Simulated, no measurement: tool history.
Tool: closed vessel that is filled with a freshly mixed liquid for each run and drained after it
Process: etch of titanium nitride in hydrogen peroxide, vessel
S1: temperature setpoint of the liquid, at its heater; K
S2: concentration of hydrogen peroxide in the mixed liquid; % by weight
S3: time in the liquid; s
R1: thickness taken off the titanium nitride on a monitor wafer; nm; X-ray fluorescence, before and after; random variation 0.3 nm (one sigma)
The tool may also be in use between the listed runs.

{"run": 1, "hour": 0.0, "S1": 318.15, "S2": 15.5, "S3": 2440, "R1": 53.67}
{"run": 2, "hour": 5.1, "S1": 315.65, "S2": 15.5, "S3": 2440, "R1": 44.935}
{"run": 3, "hour": 13.5, "S1": 314.15, "S2": 15.5, "S3": 2440, "R1": 39.41}
{"run": 4, "hour": 18.8, "S1": 313.15, "S2": 15.5, "S3": 2440, "R1": 36.499}
{"run": 5, "hour": 26.6, "S1": 307.65, "S2": 15.5, "S3": 2440, "R1": 23.204}
{"run": 6, "hour": 28.9, "S1": 307.65, "S2": 15.5, "S3": 2440, "R1": 23.636}
{"run": 7, "hour": 36.5, "S1": 312.65, "S2": 15.5, "S3": 2440, "R1": 34.712}

Run 8 comes next. What will it give?
{"hour": 38.2, "done": "thermometer replaced"}
{"run": 8, "hour": 38.2, "S1": 312.15, "S2": 15.5, "S3": 2440, "R1": "?"}

{"run 8": {"R1": 36.598}}
